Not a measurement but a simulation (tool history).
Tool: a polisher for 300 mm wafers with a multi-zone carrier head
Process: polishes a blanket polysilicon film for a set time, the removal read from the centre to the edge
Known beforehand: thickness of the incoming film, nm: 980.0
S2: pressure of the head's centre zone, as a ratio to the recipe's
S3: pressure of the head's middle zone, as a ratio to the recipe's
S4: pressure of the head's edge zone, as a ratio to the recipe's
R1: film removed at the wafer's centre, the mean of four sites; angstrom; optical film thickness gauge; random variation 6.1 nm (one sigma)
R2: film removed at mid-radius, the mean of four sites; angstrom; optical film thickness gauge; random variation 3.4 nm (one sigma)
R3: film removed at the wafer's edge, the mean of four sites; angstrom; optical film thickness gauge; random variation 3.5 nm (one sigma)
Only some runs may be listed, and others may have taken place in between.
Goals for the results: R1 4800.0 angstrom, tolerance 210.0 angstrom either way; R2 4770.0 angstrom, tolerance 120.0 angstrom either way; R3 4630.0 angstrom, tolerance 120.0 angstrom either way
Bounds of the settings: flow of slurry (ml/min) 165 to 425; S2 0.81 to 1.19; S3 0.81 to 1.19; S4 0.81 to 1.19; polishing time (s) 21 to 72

{"run": 1, "hour": 0.0, "flow of slurry (ml/min)": 275, "S2": 1.0, "S3": 1.0, "S4": 1.0, "polishing time (s)": 46, "R1": 3760.5, "R2": 3779.0, "R3": 3836.0}
{"run": 2, "hour": 6.4, "flow of slurry (ml/min)": 235, "S2": 1.0, "S3": 1.0, "S4": 1.0, "polishing time (s)": 46, "R1": 3674.0, "R2": 3768.7, "R3": 3766.4}
{"run": 3, "hour": 9.2, "flow of slurry (ml/min)": 255, "S2": 1.03, "S3": 1.04, "S4": 1.04, "polishing time (s)": 47, "R1": 3916.4, "R2": 3991.6, "R3": 3941.3}
{"run": 4, "hour": 13.3, "flow of slurry (ml/min)": 255, "S2": 1.03, "S3": 1.04, "S4": 0.96, "polishing time (s)": 47, "R1": 4060.7, "R2": 4026.7, "R3": 3839.2}
{"run": 5, "hour": 19.2, "flow of slurry (ml/min)": 275, "S2": 1.05, "S3": 1.06, "S4": 1.0, "polishing time (s)": 48, "R1": 4142.2, "R2": 4256.2, "R3": 4073.8}
{"run": 6, "hour": 21.6, "flow of slurry (ml/min)": 275, "S2": 1.05, "S3": 1.01, "S4": 1.0, "polishing time (s)": 48, "R1": 4190.3, "R2": 3982.2, "R3": 4066.5}
{"run": 7, "hour": 30.1, "flow of slurry (ml/min)": 295, "S2": 1.07, "S3": 1.04, "S4": 1.02, "polishing time (s)": 49, "R1": 4450.3, "R2": 4209.8, "R3": 4170.1}
{"run": 8, "hour": 30.7, "flow of slurry (ml/min)": 305, "S2": 1.07, "S3": 1.06, "S4": 1.05, "polishing time (s)": 50, "R1": 4446.2, "R2": 4440.0, "R3": 4338.5}
{"run": 9, "hour": 36.0, "flow of slurry (ml/min)": 350, "S2": 1.14, "S3": 1.09, "S4": 1.12, "polishing time (s)": 51, "R1": 4901.3, "R2": 4595.3, "R3": 4562.8}

4 next moves are on the table. One of them brings every result within its allowed miss. Which?
{"run": "A", "hour": 41.3, "flow of slurry (ml/min)": 335, "S2": 1.18, "S3": 0.98, "S4": 1.06, "polishing time (s)": 53, "R1": "?", "R2": "?", "R3": "?"}
{"run": "B", "hour": 41.3, "flow of slurry (ml/min)": 360, "S2": 1.03, "S3": 1.1, "S4": 1.18, "polishing time (s)": 56, "R1": "?", "R2": "?", "R3": "?"}
{"run": "C", "hour": 41.3, "flow of slurry (ml/min)": 225, "S2": 1.1, "S3": 1.1, "S4": 1.1, "polishing time (s)": 55, "R1": "?", "R2": "?", "R3": "?"}
{"run": "D", "hour": 41.3, "flow of slurry (ml/min)": 275, "S2": 0.95, "S3": 1.11, "S4": 1.19, "polishing time (s)": 56, "R1": "?", "R2": "?", "R3": "?"}

move=A R1=5345.8 R2=4407.3 R3=4572.1
move=B R1=4964.7 R2=5172.9 R3=5022.1
move=C R1=4912.4 R2=4817.5 R3=4628.7
move=D R1=4443.0 R2=5077.9 R3=4934.5
A: misses by more than the last run did
B: the result that was furthest off in the last run now lies on the other side of its target
C: meets every target
D: the result that was furthest off in the last run now lies on the other side of its target
Go with C: it meets all targets.

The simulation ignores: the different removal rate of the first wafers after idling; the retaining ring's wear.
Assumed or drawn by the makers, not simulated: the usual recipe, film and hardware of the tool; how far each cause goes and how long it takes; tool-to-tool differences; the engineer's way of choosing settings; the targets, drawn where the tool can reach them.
